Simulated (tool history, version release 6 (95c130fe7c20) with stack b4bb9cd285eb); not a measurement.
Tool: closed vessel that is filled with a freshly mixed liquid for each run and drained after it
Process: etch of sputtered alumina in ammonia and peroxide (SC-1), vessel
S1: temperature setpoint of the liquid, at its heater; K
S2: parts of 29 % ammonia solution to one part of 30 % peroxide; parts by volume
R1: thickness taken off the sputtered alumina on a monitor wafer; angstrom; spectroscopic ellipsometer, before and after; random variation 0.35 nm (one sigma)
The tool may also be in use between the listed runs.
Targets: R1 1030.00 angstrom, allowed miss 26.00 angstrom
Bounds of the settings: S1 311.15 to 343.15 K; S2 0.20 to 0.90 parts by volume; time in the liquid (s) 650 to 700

run 1 hour=0.0 | S1=327.15 S2=0.50 time_in_the_liquid_(s)=650 | R1=651.97
run 2 hour=4.5 | S1=327.15 S2=0.50 time_in_the_liquid_(s)=700 | R1=703.73
run 3 hour=12.6 | S1=329.15 S2=0.50 time_in_the_liquid_(s)=700 | R1=784.40
run 4 hour=13.7 | S1=333.15 S2=0.50 time_in_the_liquid_(s)=700 | R1=960.65
run 5 hour=19.5 | S1=326.65 S2=0.50 time_in_the_liquid_(s)=700 | R1=687.14
run 6 hour=23.2 | S1=328.65 S2=0.50 time_in_the_liquid_(s)=700 | R1=762.47
run 7 hour=25.0 | S1=330.15 S2=0.50 time_in_the_liquid_(s)=700 | R1=824.70
run 8 hour=31.5 | S1=331.15 S2=0.50 time_in_the_liquid_(s)=700 | R1=864.41
run 9 hour=40.7 | S1=332.15 S2=0.50 time_in_the_liquid_(s)=700 | R1=914.68
run 10 hour=41.7 | S1=332.65 S2=0.50 time_in_the_liquid_(s)=700 | R1=943.52
run 11 hour=44.5 | S1=333.15 S2=0.50 time_in_the_liquid_(s)=700 | R1=966.67
run 12 hour=49.0 | S1=333.65 S2=0.50 time_in_the_liquid_(s)=700 | R1=990.06

5 next moves are on the table. One of them brings every result within its allowed miss. Which?
run A hour=53.5 | S1=336.15 S2=0.40 time_in_the_liquid_(s)=700 | R1=?
run B hour=53.5 | S1=336.65 S2=0.35 time_in_the_liquid_(s)=680 | R1=?
run C hour=53.5 | S1=335.65 S2=0.55 time_in_the_liquid_(s)=685 | R1=?
run D hour=53.5 | S1=335.65 S2=0.50 time_in_the_liquid_(s)=700 | R1=?
run E hour=53.5 | S1=335.65 S2=0.45 time_in_the_liquid_(s)=660 | R1=?

move=A R1=1101.40
move=B R1=1083.40
move=C R1=1083.10
move=D R1=1096.90
move=E R1=1024.00
A: takes the result that was furthest off past its target
B: takes the result that was furthest off past its target
C: takes the result that was furthest off past its target
D: takes the result that was furthest off past its target
E: meets every target
The right move is E.

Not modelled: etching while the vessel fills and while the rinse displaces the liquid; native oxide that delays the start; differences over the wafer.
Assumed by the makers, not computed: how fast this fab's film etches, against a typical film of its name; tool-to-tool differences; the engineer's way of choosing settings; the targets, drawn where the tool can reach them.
